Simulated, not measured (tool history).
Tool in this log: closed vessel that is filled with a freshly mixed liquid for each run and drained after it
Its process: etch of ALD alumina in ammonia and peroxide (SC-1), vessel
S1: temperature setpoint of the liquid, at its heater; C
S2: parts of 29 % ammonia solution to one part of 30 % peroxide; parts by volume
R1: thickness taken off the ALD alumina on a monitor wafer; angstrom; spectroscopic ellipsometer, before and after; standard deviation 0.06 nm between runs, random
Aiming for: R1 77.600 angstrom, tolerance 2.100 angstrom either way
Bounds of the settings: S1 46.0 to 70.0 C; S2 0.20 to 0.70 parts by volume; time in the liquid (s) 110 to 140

Run 1, hour 0.0: S1 62.0 C, S2 0.40 parts by volume, time in the liquid (s) 140. Result: R1 86.893 angstrom.
Run 2, hour 3.0: S1 62.0 C, S2 0.40 parts by volume, time in the liquid (s) 140. Result: R1 86.754 angstrom.
Run 3, hour 5.1: S1 62.0 C, S2 0.50 parts by volume, time in the liquid (s) 140. Result: R1 88.639 angstrom.
Run 4, hour 14.1: S1 62.0 C, S2 0.65 parts by volume, time in the liquid (s) 140. Result: R1 90.429 angstrom.
Run 5, hour 23.2: S1 57.0 C, S2 0.65 parts by volume, time in the liquid (s) 140. Result: R1 71.089 angstrom.
Run 6, hour 31.9: S1 57.0 C, S2 0.65 parts by volume, time in the liquid (s) 140. Result: R1 70.946 angstrom.
Run 7, hour 35.7: S1 57.5 C, S2 0.65 parts by volume, time in the liquid (s) 140. Result: R1 72.930 angstrom.
Run 8, hour 41.7: S1 58.0 C, S2 0.65 parts by volume, time in the liquid (s) 140. Result: R1 73.860 angstrom.

Exactly one of the 5 candidate moves below puts every result within its allowed miss. Which one?
Run A, hour 47.7: S1 57.0 C, S2 0.70 parts by volume, time in the liquid (s) 140. Result: R1 ?.
Run B, hour 47.7: S1 57.5 C, S2 0.60 parts by volume, time in the liquid (s) 140. Result: R1 ?.
Run C, hour 47.7: S1 58.5 C, S2 0.70 parts by volume, time in the liquid (s) 130. Result: R1 ?.
Run D, hour 47.7: S1 56.0 C, S2 0.65 parts by volume, time in the liquid (s) 140. Result: R1 ?.
Run E, hour 47.7: S1 60.0 C, S2 0.70 parts by volume, time in the liquid (s) 130. Result: R1 ?.

move      R1
   A  71.371
   B  72.199
   C  71.664
   D  67.240
   E  77.432
A: lands further from the targets than the last run did
B: lands further from the targets than the last run did
C: lands further from the targets than the last run did
D: lands further from the targets than the last run did
E: all results land within tolerance of their targets
Go with E: it meets all targets.
